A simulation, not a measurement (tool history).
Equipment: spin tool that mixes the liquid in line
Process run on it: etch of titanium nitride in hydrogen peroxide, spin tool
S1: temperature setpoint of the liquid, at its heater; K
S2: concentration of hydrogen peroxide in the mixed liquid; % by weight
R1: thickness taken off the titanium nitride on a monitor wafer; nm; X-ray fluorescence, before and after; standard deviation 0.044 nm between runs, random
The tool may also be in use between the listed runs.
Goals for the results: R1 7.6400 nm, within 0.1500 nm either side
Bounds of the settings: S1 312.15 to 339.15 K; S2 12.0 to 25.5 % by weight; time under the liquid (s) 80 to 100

run 1 hour=0.0 | S1=328.15 S2=17.5 time_under_the_liquid_(s)=100 | R1=3.7563
run 2 hour=4.0 | S1=322.65 S2=17.5 time_under_the_liquid_(s)=100 | R1=2.5114
run 3 hour=12.6 | S1=322.65 S2=17.5 time_under_the_liquid_(s)=80 | R1=2.0109
run 4 hour=16.2 | S1=326.15 S2=17.5 time_under_the_liquid_(s)=80 | R1=2.5994
run 5 hour=19.2 | S1=326.15 S2=14.0 time_under_the_liquid_(s)=80 | R1=2.4731
run 6 hour=28.1 | S1=327.65 S2=14.5 time_under_the_liquid_(s)=80 | R1=2.7676
run 7 hour=29.6 | S1=329.15 S2=15.0 time_under_the_liquid_(s)=80 | R1=3.1078
run 8 hour=33.1 | S1=330.15 S2=16.0 time_under_the_liquid_(s)=80 | R1=3.3574
run 9 hour=40.8 | S1=331.15 S2=17.0 time_under_the_liquid_(s)=80 | R1=3.6462
run 10 hour=49.2 | S1=332.15 S2=18.0 time_under_the_liquid_(s)=80 | R1=3.9502
run 11 hour=54.2 | S1=339.15 S2=22.0 time_under_the_liquid_(s)=100 | R1=8.2819
run 12 hour=58.9 | S1=338.65 S2=22.0 time_under_the_liquid_(s)=100 | R1=7.9894

Next run, 4 choices. One meets every target within its allowed miss, the rest don't. Which?
run A hour=63.6 | S1=339.15 S2=23.5 time_under_the_liquid_(s)=95 | R1=?
run B hour=63.6 | S1=339.15 S2=23.0 time_under_the_liquid_(s)=100 | R1=?
run C hour=63.6 | S1=339.15 S2=20.0 time_under_the_liquid_(s)=100 | R1=?
run D hour=63.6 | S1=337.65 S2=23.5 time_under_the_liquid_(s)=100 | R1=?

move=A R1=7.9008
move=B R1=8.2780
move=C R1=8.0325
move=D R1=7.5342
A: closes in on the targets versus the last run, not all within tolerance yet
B: further off than the last run
C: further off than the last run
D: hits every target within its allowed miss
Go with D: it meets all targets.
